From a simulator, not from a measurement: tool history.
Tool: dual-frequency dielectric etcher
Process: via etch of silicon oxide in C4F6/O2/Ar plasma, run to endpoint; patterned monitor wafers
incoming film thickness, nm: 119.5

run 1 hour=0 | bias_power_(kW)=0.528 source_power_(kW)=0.31 Ar_flow_(sccm)=418 | endpoint_time_(s)=31.402
run 2 hour=1.5 | bias_power_(kW)=0.588 source_power_(kW)=0.31 Ar_flow_(sccm)=418 | endpoint_time_(s)=30.226
run 3 hour=8.8 | bias_power_(kW)=0.564 source_power_(kW)=0.31 Ar_flow_(sccm)=419 | endpoint_time_(s)=30.609
run 4 hour=12.6 | bias_power_(kW)=0.541 source_power_(kW)=0.31 Ar_flow_(sccm)=420 | endpoint_time_(s)=31.159
-- hour=17.2 bias power generator calibrated
run 5 hour=17.2 | bias_power_(kW)=0.541 source_power_(kW)=0.31 Ar_flow_(sccm)=383 | endpoint_time_(s)=30.336
run 6 hour=22 | bias_power_(kW)=0.541 source_power_(kW)=0.34 Ar_flow_(sccm)=383 | endpoint_time_(s)=29.49
run 7 hour=24.9 | bias_power_(kW)=0.521 source_power_(kW)=0.33 Ar_flow_(sccm)=386 | endpoint_time_(s)=30.16
run 8 hour=26.5 | bias_power_(kW)=0.503 source_power_(kW)=0.32 Ar_flow_(sccm)=388 | endpoint_time_(s)=30.942
run 9 hour=30.2 | bias_power_(kW)=0.486 source_power_(kW)=0.31 Ar_flow_(sccm)=390 | endpoint_time_(s)=31.804
run 10 hour=35.5 | bias_power_(kW)=0.471 source_power_(kW)=0.31 Ar_flow_(sccm)=391 | endpoint_time_(s)=32.211
run 11 hour=40.9 | bias_power_(kW)=0.457 source_power_(kW)=0.31 Ar_flow_(sccm)=392 | endpoint_time_(s)=32.545
run 12 hour=49.4 | bias_power_(kW)=0.444 source_power_(kW)=0.31 Ar_flow_(sccm)=393 | endpoint_time_(s)=33.054
run 13 hour=53.4 | bias_power_(kW)=0.432 source_power_(kW)=0.31 Ar_flow_(sccm)=393 | endpoint_time_(s)=33.2
run 14 hour=58.2 | bias_power_(kW)=0.421 source_power_(kW)=0.31 Ar_flow_(sccm)=394 | endpoint_time_(s)=33.674

Forecast run 15:
run 15 hour=62.4 | bias_power_(kW)=0.411 source_power_(kW)=0.31 Ar_flow_(sccm)=394 | endpoint_time_(s)=?

endpoint time (s): 33.811
